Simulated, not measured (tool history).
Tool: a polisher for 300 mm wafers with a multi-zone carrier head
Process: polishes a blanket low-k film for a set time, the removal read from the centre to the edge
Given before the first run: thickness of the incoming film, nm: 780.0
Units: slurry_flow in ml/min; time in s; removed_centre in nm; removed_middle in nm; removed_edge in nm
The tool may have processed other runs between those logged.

run  hour  slurry_flow  centre_zone  middle_zone  edge_zone  slurry_solids  time  removed_centre  removed_middle  removed_edge
  1     0          250            1            1          1              1    89          38.342          38.636        38.086
  2     4          240         0.96         0.96       0.99            0.9    83          32.541          34.198        33.831
  3   8.4          240         0.96         1.04       0.99            0.9    83          32.924          36.557        34.179
  4   9.1          210         0.96         1.04       0.99            0.9    83          32.529          36.077        33.411
  5  15.1          210         0.96         1.04       0.94            0.9    83          32.049          35.832        32.254
  6  19.1          210         0.95         0.99       0.97            0.8    77          28.525          30.525        29.708
  7  27.6          205         0.93         0.95       0.97           0.75    74            26.3          27.774        27.476
  8  32.1          200         0.91         0.92       0.99            0.7    72          24.592          25.981         26.56
  9  39.5          195         0.89         0.89          1           0.65    70          22.997          24.009        25.894
 10  47.3          175         0.83         0.81       0.93            0.5    64          18.138          18.998        20.712

What does the tool deliver on the next run?
 11  51.1          185         0.83         0.81       0.95            0.5    64               ?               ?             ?

Run 11 came out at removed_centre 18.119 nm, removed_middle 19.167 nm, removed_edge 21.095 nm.
